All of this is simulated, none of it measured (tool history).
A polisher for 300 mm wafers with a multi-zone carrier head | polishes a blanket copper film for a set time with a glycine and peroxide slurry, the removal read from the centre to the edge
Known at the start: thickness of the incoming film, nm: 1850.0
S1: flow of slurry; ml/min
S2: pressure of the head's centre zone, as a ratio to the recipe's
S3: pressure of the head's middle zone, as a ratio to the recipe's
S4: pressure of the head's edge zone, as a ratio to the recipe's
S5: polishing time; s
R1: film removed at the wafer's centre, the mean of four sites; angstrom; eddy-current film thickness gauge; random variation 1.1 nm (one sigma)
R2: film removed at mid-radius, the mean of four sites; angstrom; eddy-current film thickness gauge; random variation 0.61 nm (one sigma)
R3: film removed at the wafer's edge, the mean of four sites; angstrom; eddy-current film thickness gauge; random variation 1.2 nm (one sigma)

Run 1, day 0: S1 140 ml/min, S2 1, S3 1, S4 1, S5 35 s. Result: R1 1621.6 angstrom, R2 1674.6 angstrom, R3 1667.4 angstrom.
Run 2, day 0.138: S1 140 ml/min, S2 1, S3 1.04, S4 1, S5 35 s. Result: R1 1639.3 angstrom, R2 1719.8 angstrom, R3 1697.7 angstrom.
Run 3, day 0.421: S1 135 ml/min, S2 1, S3 1.01, S4 0.97, S5 32 s. Result: R1 1491.2 angstrom, R2 1519.7 angstrom, R3 1557.8 angstrom.
Run 4, day 0.488: S1 135 ml/min, S2 1, S3 1.01, S4 0.93, S5 32 s. Result: R1 1455.9 angstrom, R2 1516.6 angstrom, R3 1487.4 angstrom.
Run 5, day 0.746: S1 130 ml/min, S2 1.01, S3 1.01, S4 0.91, S5 29 s. Result: R1 1343.3 angstrom, R2 1354.6 angstrom, R3 1320.7 angstrom.
Run 6, day 0.817: S1 130 ml/min, S2 1.01, S3 0.93, S4 0.91, S5 29 s. Result: R1 1358.9 angstrom, R2 1270.9 angstrom, R3 1282 angstrom.
Run 7, day 1.15: S1 115 ml/min, S2 0.91, S3 0.87, S4 0.81, S5 19 s. Result: R1 776.49 angstrom, R2 769.65 angstrom, R3 799.54 angstrom.
Run 8, day 1.279: S1 125 ml/min, S2 0.91, S3 0.88, S4 0.81, S5 19 s. Result: R1 804.67 angstrom, R2 787.81 angstrom, R3 822.67 angstrom.

Forecast run 9:
Run 9, day 1.529: S1 130 ml/min, S2 0.92, S3 0.9, S4 0.81, S5 19 s. Result: R1 ?, R2 ?, R3 ?.

{"run 9": {"R1": 809.6, "R2": 811.97, "R3": 827.51}}

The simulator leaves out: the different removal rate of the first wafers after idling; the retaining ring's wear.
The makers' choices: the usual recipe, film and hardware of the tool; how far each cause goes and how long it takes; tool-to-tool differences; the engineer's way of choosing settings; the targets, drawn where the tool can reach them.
